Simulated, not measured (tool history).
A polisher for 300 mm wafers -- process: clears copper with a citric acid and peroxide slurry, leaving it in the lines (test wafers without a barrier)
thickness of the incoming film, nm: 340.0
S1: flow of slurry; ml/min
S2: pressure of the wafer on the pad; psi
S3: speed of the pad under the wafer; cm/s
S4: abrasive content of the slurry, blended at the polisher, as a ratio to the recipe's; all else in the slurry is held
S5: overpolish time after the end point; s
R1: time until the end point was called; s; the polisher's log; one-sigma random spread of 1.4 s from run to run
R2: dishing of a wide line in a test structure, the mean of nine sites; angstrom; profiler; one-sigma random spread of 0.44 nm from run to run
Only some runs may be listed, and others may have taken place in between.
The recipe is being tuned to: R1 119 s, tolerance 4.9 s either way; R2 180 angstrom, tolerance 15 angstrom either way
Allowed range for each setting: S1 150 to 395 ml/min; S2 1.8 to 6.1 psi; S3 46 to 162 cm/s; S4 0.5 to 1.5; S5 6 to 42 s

run	day	S1	S2	S3	S4	S5	R1	R2
1	0	250	3.9	104	1	21	103.34	358.2
2	0.329	250	3.7	104	1	17	106.66	278.01
3	0.425	250	3.7	104	1	23	107.7	355.35
4	0.762	250	3.5	104	1	19	112.15	294.42
5	0.983	195	3.5	104	1	19	117.48	287.19
6	1.142	200	3.4	104	1	16	118.33	246.83
7	1.321	200	3.4	104	1	14	121.53	219.68
8	1.429	205	3.4	104	1	13	118.99	201.28

Pick the move, out of 5, that brings all results within their allowed miss; only one does.
A	1.538	205	3.2	110	1	11	?	?
B	1.538	175	3.1	120	0.9	15	?	?
C	1.538	265	3.7	98	0.9	14	?	?
D	1.538	220	2.8	120	1.3	14	?	?
E	1.538	205	3.6	104	1.1	13	?	?

move	R1	R2
A	119.48	178.97
B	117.67	238.12
C	114.11	232.26
D	119.12	220.86
E	111.14	222.48
A: all results land within tolerance of their targets
B: misses by more than the last run did
C: misses by more than the last run did
D: misses by more than the last run did
E: misses by more than the last run did
The right move is A.

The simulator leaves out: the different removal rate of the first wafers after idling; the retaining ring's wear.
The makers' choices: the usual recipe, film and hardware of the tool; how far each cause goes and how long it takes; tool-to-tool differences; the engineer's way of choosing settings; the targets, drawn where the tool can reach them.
